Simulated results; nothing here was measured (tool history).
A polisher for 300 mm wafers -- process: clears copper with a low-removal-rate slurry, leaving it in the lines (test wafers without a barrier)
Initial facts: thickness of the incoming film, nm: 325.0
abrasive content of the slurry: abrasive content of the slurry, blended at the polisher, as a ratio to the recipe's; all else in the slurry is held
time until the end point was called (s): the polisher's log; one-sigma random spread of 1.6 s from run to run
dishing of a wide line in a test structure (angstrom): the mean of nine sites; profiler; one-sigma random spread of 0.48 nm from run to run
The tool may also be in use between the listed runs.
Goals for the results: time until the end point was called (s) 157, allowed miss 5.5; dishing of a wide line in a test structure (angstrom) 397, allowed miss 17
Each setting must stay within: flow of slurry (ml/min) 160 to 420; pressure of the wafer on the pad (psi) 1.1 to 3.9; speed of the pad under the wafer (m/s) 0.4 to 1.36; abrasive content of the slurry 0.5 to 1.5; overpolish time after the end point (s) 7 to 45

run	hour	flow of slurry (ml/min)	pressure of the wafer on the pad (psi)	speed of the pad under the wafer (m/s)	abrasive content of the slurry	overpolish time after the end point (s)	time until the end point was called (s)	dishing of a wide line in a test structure (angstrom)
1	0	270	2.5	0.88	1	23	132.78	379.84
2	6.8	270	2.5	0.88	1.2	23	128.43	397.76
3	8.3	270	2.5	0.88	1.1	23	129.42	391.79
4	15.8	270	2.4	0.88	1.1	24	135.34	389.91
5	23.6	295	2.4	0.88	1.1	24	134.47	383.04
6	30.1	295	2.8	0.88	1.1	24	116.57	455.54
7	33.8	295	2.7	0.88	1.1	25	120.49	451.02
8	35.3	295	2.6	0.88	1.1	26	125.15	443.76
9	36.6	295	2.5	0.88	1.1	27	126.8	449.8
10	39.9	290	2.4	0.88	1.1	28	135.27	440.18
11	44.9	290	2.3	0.88	1.1	28	140.09	426.58

5 next moves are on the table. One of them brings every result within its allowed miss. Which?
A	49.9	300	2.5	0.92	1.05	24	?	?
B	49.9	350	1.9	0.92	1.15	29	?	?
C	49.9	300	2.7	0.92	1.05	24	?	?
D	49.9	345	1.8	1.32	1.05	20	?	?
E	49.9	365	2.1	1	0.95	23	?	?

move	time until the end point was called (s)	dishing of a wide line in a test structure (angstrom)
A	125.53	414.44
B	158.44	393.09
C	116.49	443.03
D	119.76	362.86
E	137.71	366.18
A: its largest miss is bigger than the last run's
B: hits every target within its allowed miss
C: its largest miss is bigger than the last run's
D: its largest miss is bigger than the last run's
E: its largest miss is bigger than the last run's
So the answer is move B, the one that meets all the targets.

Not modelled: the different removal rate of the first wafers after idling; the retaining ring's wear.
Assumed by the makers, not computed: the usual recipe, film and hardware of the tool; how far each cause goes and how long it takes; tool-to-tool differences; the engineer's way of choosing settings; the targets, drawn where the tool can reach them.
